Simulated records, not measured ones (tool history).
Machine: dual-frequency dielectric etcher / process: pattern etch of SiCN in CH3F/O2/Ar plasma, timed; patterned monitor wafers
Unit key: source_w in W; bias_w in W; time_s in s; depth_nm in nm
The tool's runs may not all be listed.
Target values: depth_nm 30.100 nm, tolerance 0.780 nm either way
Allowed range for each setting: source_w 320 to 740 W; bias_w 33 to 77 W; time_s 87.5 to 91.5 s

run,day,source_w,bias_w,time_s,depth_nm
1,0.000,530,55,87.5,33.252
2,0.242,470,55,87.5,31.824
3,0.429,470,64,87.5,34.194
4,0.683,450,63,87.5,33.162
5,0.962,450,71,87.5,35.127
6,1.279,430,69,87.5,34.064
7,1.479,430,69,87.5,34.150
8,1.829,410,67,87.5,33.077
9,2.192,390,66,87.5,32.224
10,2.454,320,62,87.5,29.081
11,2.692,320,62,87.5,29.248

Below are 5 possible settings for the next run. Only one of them brings all results inside the allowed miss of their targets. Which is it?
A,2.929,320,61,87.5,?
B,2.929,320,58,87.5,?
C,2.929,320,58,89.0,?
D,2.929,320,53,89.5,?
E,2.929,370,56,89.0,?

move,depth_nm
A,28.973
B,28.311
C,28.796
D,27.783
E,29.848
A: its largest miss is bigger than the last run's
B: its largest miss is bigger than the last run's
C: its largest miss is bigger than the last run's
D: its largest miss is bigger than the last run's
E: all results land within tolerance of their targets
The move that meets every target is E.
